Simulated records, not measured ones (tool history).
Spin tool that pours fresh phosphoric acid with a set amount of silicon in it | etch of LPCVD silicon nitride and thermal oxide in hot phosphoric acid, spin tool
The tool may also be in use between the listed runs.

run,hour,temperature setpoint of the liquid (°C),silicon dissolved in the acid as it is poured (mg a litre),time under the liquid (s),thickness taken off the LPCVD silicon nitride on a monitor wafer (angstrom),thickness taken off the thermal oxide on a monitor wafer (angstrom)
1,0.0,163.0,21.5,180,166.700,4.2894
2,7.9,162.5,23.0,160,146.240,3.3117
3,8.9,162.0,23.0,145,131.030,2.9558
4,12.0,161.0,23.0,145,127.620,2.6897
5,19.1,160.5,23.0,135,114.970,2.2270
6,20.6,160.5,23.0,75,63.222,1.3052
7,24.5,161.0,25.0,80,69.879,1.4345
8,32.5,161.5,27.0,85,74.627,1.4322
9,33.2,162.0,28.0,85,74.821,1.4974
10,37.8,162.0,29.0,85,75.897,1.2220

Run 11 comes next. What will it give?
# hour 42.7: dissolved silicon flow meter replaced
11,42.7,162.5,29.0,85,?,?

thickness taken off the LPCVD silicon nitride on a monitor wafer (angstrom): 78.271
thickness taken off the thermal oxide on a monitor wafer (angstrom): 1.3253
